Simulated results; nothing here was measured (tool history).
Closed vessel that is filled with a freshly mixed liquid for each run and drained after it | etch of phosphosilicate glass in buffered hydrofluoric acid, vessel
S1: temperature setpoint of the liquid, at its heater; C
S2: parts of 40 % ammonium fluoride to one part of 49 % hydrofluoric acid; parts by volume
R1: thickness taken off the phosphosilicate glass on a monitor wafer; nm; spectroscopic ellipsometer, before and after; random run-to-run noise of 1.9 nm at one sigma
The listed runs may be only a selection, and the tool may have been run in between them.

Run 1, hour 0: S1 24 C, S2 11.5 parts by volume, time in the liquid (s) 35. Result: R1 128.95 nm.
Run 2, hour 7.6: S1 25.5 C, S2 11.5 parts by volume, time in the liquid (s) 35. Result: R1 140 nm.
Run 3, hour 14.2: S1 26.5 C, S2 11.5 parts by volume, time in the liquid (s) 35. Result: R1 147.43 nm.
Run 4, hour 20.9: S1 26.5 C, S2 11.5 parts by volume, time in the liquid (s) 35. Result: R1 147.57 nm.
Run 5, hour 29.7: S1 27.5 C, S2 11.5 parts by volume, time in the liquid (s) 35. Result: R1 155.57 nm.
Run 6, hour 37.6: S1 26 C, S2 11.5 parts by volume, time in the liquid (s) 35. Result: R1 143.59 nm.
Run 7, hour 41.2: S1 27 C, S2 11.5 parts by volume, time in the liquid (s) 35. Result: R1 148.91 nm.
Run 8, hour 49.5: S1 27 C, S2 11.5 parts by volume, time in the liquid (s) 35. Result: R1 149.8 nm.
Run 9, hour 54: S1 28 C, S2 11 parts by volume, time in the liquid (s) 35. Result: R1 166.93 nm.
Run 10, hour 57.3: S1 28.5 C, S2 11 parts by volume, time in the liquid (s) 35. Result: R1 171.24 nm.
Run 11, hour 64.7: S1 29 C, S2 11 parts by volume, time in the liquid (s) 35. Result: R1 173.42 nm.

What does the tool deliver on the next run?
Run 12, hour 73.6: S1 29.5 C, S2 11 parts by volume, time in the liquid (s) 35. Result: R1 ?.

R1: 177.24 nm
